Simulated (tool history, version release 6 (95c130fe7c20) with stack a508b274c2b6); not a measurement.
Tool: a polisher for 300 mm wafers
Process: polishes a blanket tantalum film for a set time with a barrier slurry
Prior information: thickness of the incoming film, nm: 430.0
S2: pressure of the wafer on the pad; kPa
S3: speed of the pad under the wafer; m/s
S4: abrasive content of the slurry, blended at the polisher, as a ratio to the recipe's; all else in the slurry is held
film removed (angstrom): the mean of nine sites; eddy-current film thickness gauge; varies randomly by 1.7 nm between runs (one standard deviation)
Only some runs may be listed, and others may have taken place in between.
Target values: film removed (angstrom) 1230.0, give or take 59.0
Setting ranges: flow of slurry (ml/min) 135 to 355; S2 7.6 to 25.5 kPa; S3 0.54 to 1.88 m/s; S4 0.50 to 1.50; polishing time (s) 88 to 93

Run 1, hour 0.0: flow of slurry (ml/min) 225, S2 16.5 kPa, S3 1.20 m/s, S4 1.00, polishing time (s) 88. Result: film removed (angstrom) 1727.6.
Run 2, hour 3.5: flow of slurry (ml/min) 225, S2 16.5 kPa, S3 1.34 m/s, S4 1.00, polishing time (s) 88. Result: film removed (angstrom) 1956.2.
Run 3, hour 10.6: flow of slurry (ml/min) 200, S2 16.5 kPa, S3 1.34 m/s, S4 1.00, polishing time (s) 88. Result: film removed (angstrom) 1901.2.
Run 4, hour 16.3: flow of slurry (ml/min) 200, S2 16.5 kPa, S3 1.34 m/s, S4 1.00, polishing time (s) 93. Result: film removed (angstrom) 1953.7.
Run 5, hour 23.3: flow of slurry (ml/min) 235, S2 16.5 kPa, S3 1.34 m/s, S4 1.00, polishing time (s) 93. Result: film removed (angstrom) 2006.5.
Run 6, hour 30.7: flow of slurry (ml/min) 235, S2 16.5 kPa, S3 1.10 m/s, S4 1.00, polishing time (s) 93. Result: film removed (angstrom) 1759.5.
Run 7, hour 32.3: flow of slurry (ml/min) 235, S2 15.2 kPa, S3 1.08 m/s, S4 1.00, polishing time (s) 93. Result: film removed (angstrom) 1568.2.
Run 8, hour 36.8: flow of slurry (ml/min) 235, S2 14.5 kPa, S3 1.08 m/s, S4 1.00, polishing time (s) 93. Result: film removed (angstrom) 1463.8.
Run 9, hour 39.5: flow of slurry (ml/min) 235, S2 13.8 kPa, S3 1.08 m/s, S4 1.00, polishing time (s) 93. Result: film removed (angstrom) 1396.5.

Exactly one of the 4 candidate moves below puts every result within its allowed miss. Which one?
Run A, hour 42.2: flow of slurry (ml/min) 215, S2 13.1 kPa, S3 1.18 m/s, S4 1.00, polishing time (s) 93. Result: film removed (angstrom) ?.
Run B, hour 42.2: flow of slurry (ml/min) 265, S2 13.8 kPa, S3 1.22 m/s, S4 1.00, polishing time (s) 93. Result: film removed (angstrom) ?.
Run C, hour 42.2: flow of slurry (ml/min) 250, S2 15.9 kPa, S3 1.06 m/s, S4 1.00, polishing time (s) 92. Result: film removed (angstrom) ?.
Run D, hour 42.2: flow of slurry (ml/min) 230, S2 13.8 kPa, S3 0.96 m/s, S4 1.05, polishing time (s) 89. Result: film removed (angstrom) ?.

move  film removed (angstrom)
   A                   1444.5
   B                   1595.7
   C                   1588.7
   D                   1248.8
A: misses by more than the last run did
B: misses by more than the last run did
C: misses by more than the last run did
D: meets every target
Go with D: it meets all targets.
